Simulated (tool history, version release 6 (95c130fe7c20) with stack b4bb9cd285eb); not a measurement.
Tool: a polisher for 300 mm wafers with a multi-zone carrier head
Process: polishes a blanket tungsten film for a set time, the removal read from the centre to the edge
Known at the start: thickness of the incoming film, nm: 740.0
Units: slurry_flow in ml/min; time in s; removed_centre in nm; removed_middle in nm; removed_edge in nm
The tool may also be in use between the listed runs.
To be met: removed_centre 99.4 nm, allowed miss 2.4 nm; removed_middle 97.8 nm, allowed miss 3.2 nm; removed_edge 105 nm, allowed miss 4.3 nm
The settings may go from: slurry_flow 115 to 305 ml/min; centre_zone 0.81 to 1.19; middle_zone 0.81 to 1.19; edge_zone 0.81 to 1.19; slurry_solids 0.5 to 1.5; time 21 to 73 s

{"run": 1, "day": 0.0, "slurry_flow": 195, "centre_zone": 1, "middle_zone": 1, "edge_zone": 1, "slurry_solids": 1, "time": 47, "removed_centre": 161.87, "removed_middle": 160.54, "removed_edge": 159.67}
{"run": 2, "day": 0.267, "slurry_flow": 195, "centre_zone": 1, "middle_zone": 1, "edge_zone": 1, "slurry_solids": 1.15, "time": 47, "removed_centre": 165.76, "removed_middle": 165.25, "removed_edge": 161.17}
{"run": 3, "day": 0.525, "slurry_flow": 240, "centre_zone": 1, "middle_zone": 1, "edge_zone": 1, "slurry_solids": 1.15, "time": 47, "removed_centre": 171.63, "removed_middle": 168.37, "removed_edge": 168.75}
{"run": 4, "day": 0.721, "slurry_flow": 225, "centre_zone": 0.97, "middle_zone": 0.96, "edge_zone": 0.96, "slurry_solids": 1, "time": 44, "removed_centre": 150.11, "removed_middle": 150.63, "removed_edge": 149.88}
{"run": 5, "day": 0.992, "slurry_flow": 210, "centre_zone": 0.96, "middle_zone": 0.93, "edge_zone": 0.95, "slurry_solids": 0.9, "time": 41, "removed_centre": 134.48, "removed_middle": 129.73, "removed_edge": 134.12}
{"run": 6, "day": 1.246, "slurry_flow": 210, "centre_zone": 0.96, "middle_zone": 0.93, "edge_zone": 0.95, "slurry_solids": 1.1, "time": 41, "removed_centre": 138.78, "removed_middle": 137.41, "removed_edge": 137.66}
{"run": 7, "day": 1.404, "slurry_flow": 195, "centre_zone": 0.94, "middle_zone": 0.9, "edge_zone": 0.93, "slurry_solids": 1, "time": 40, "removed_centre": 129.88, "removed_middle": 125.56, "removed_edge": 132.46}
{"run": 8, "day": 1.762, "slurry_flow": 190, "centre_zone": 0.93, "middle_zone": 0.89, "edge_zone": 0.91, "slurry_solids": 0.9, "time": 39, "removed_centre": 123.71, "removed_middle": 118.32, "removed_edge": 122.96}
{"run": 9, "day": 1.988, "slurry_flow": 180, "centre_zone": 0.9, "middle_zone": 0.88, "edge_zone": 0.9, "slurry_solids": 0.85, "time": 39, "removed_centre": 118.09, "removed_middle": 116.15, "removed_edge": 119.65}
{"run": 10, "day": 2.267, "slurry_flow": 170, "centre_zone": 0.88, "middle_zone": 0.86, "edge_zone": 0.9, "slurry_solids": 0.8, "time": 39, "removed_centre": 112.18, "removed_middle": 109.73, "removed_edge": 121.43}
{"run": 11, "day": 2.492, "slurry_flow": 165, "centre_zone": 0.87, "middle_zone": 0.86, "edge_zone": 0.88, "slurry_solids": 0.75, "time": 39, "removed_centre": 109.58, "removed_middle": 109.97, "removed_edge": 118.67}
{"run": 12, "day": 2.688, "slurry_flow": 165, "centre_zone": 0.87, "middle_zone": 0.85, "edge_zone": 0.87, "slurry_solids": 0.7, "time": 38, "removed_centre": 105.84, "removed_middle": 104.06, "removed_edge": 113}
{"run": 13, "day": 2.712, "slurry_flow": 165, "centre_zone": 0.87, "middle_zone": 0.85, "edge_zone": 0.87, "slurry_solids": 0.7, "time": 38, "removed_centre": 105.16, "removed_middle": 104.94, "removed_edge": 112.23}
{"run": 14, "day": 3.042, "slurry_flow": 130, "centre_zone": 0.86, "middle_zone": 0.81, "edge_zone": 0.81, "slurry_solids": 0.6, "time": 38, "removed_centre": 97.925, "removed_middle": 93.854, "removed_edge": 104.02}

Which of these 4 next moves meets every target?
{"run": "A", "day": 3.371, "slurry_flow": 130, "centre_zone": 0.82, "middle_zone": 0.85, "edge_zone": 0.86, "slurry_solids": 0.55, "time": 38, "removed_centre": "?", "removed_middle": "?", "removed_edge": "?"}
{"run": "B", "day": 3.371, "slurry_flow": 120, "centre_zone": 0.84, "middle_zone": 0.88, "edge_zone": 0.89, "slurry_solids": 0.55, "time": 38, "removed_centre": "?", "removed_middle": "?", "removed_edge": "?"}
{"run": "C", "day": 3.371, "slurry_flow": 150, "centre_zone": 0.86, "middle_zone": 0.84, "edge_zone": 0.82, "slurry_solids": 0.6, "time": 35, "removed_centre": "?", "removed_middle": "?", "removed_edge": "?"}
{"run": "D", "day": 3.371, "slurry_flow": 145, "centre_zone": 0.86, "middle_zone": 0.84, "edge_zone": 0.83, "slurry_solids": 0.85, "time": 36, "removed_centre": "?", "removed_middle": "?", "removed_edge": "?"}

move=A removed_centre=93.577 removed_middle=98.196 removed_edge=103.37
move=B removed_centre=93.692 removed_middle=99.338 removed_edge=103.62
move=C removed_centre=93.636 removed_middle=93.119 removed_edge=96.298
move=D removed_centre=100.64 removed_middle=100.17 removed_edge=104.29
A: brings the result that was furthest off to its target, and leaves another outside
B: brings the result that was furthest off to its target, and leaves another outside
C: further off than the last run
D: meets every target
Move D is the one to make.

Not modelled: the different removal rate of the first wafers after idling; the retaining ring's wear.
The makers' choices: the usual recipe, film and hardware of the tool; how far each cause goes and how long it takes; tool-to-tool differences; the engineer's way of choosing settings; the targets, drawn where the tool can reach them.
